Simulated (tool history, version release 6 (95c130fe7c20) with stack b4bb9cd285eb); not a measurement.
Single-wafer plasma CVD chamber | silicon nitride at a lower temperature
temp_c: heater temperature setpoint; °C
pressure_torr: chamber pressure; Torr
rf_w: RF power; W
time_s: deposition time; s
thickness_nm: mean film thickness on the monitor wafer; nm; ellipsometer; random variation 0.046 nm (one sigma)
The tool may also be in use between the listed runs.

run	hour	temp_c	pressure_torr	rf_w	time_s	thickness_nm
1	0.0	370	2.08	375	10.3	16.730
2	6.1	370	1.91	365	10.3	16.115
3	8.1	370	1.77	360	10.3	15.737
4	15.2	362	1.77	360	10.3	15.709
5	22.3	362	1.77	385	10.3	16.330
6	23.4	362	1.77	410	10.3	17.051
7	31.1	362	1.67	395	10.3	16.484
8	35.4	362	1.59	380	10.3	15.812

The next listed run, before its measurement:
9	40.9	362	1.26	360	10.3	?

Run 9 gave thickness_nm 14.318 nm.

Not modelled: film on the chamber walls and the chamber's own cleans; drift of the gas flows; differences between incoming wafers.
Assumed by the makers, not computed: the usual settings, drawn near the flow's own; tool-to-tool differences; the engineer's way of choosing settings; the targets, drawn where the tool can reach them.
